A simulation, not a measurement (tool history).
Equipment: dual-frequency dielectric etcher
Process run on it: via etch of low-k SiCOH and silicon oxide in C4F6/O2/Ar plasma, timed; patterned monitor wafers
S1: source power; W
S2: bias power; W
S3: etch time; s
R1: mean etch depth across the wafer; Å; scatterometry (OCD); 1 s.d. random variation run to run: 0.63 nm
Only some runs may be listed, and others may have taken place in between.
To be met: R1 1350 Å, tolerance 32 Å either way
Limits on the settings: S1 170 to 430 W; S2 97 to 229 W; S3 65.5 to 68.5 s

run,day,S1,S2,S3,R1
1,0,300,163,65.5,1611.8
2,0.288,270,157,65.5,1537
3,0.658,240,157,65.5,1438.6
4,1.008,240,169,65.5,1451.3
5,1.033,230,168,65.5,1419.3
6,1.067,230,196,65.5,1474.2
7,1.412,220,194,65.5,1443.5
8,1.729,210,193,65.5,1393.2

5 candidate next runs follow, results not yet known. Just one meets every target within its allowed miss. Identify it.
A,2.046,230,182,65.5,?
B,2.046,220,178,68,?
C,2.046,210,198,66,?
D,2.046,190,198,67,?
E,2.046,230,194,65.5,?

move,R1
A,1447.5
B,1459.7
C,1414.8
D,1356.8
E,1468.6
A: misses by more than the last run did
B: misses by more than the last run did
C: misses by more than the last run did
D: every result within its allowed miss
E: misses by more than the last run did
The move that meets every target is D.

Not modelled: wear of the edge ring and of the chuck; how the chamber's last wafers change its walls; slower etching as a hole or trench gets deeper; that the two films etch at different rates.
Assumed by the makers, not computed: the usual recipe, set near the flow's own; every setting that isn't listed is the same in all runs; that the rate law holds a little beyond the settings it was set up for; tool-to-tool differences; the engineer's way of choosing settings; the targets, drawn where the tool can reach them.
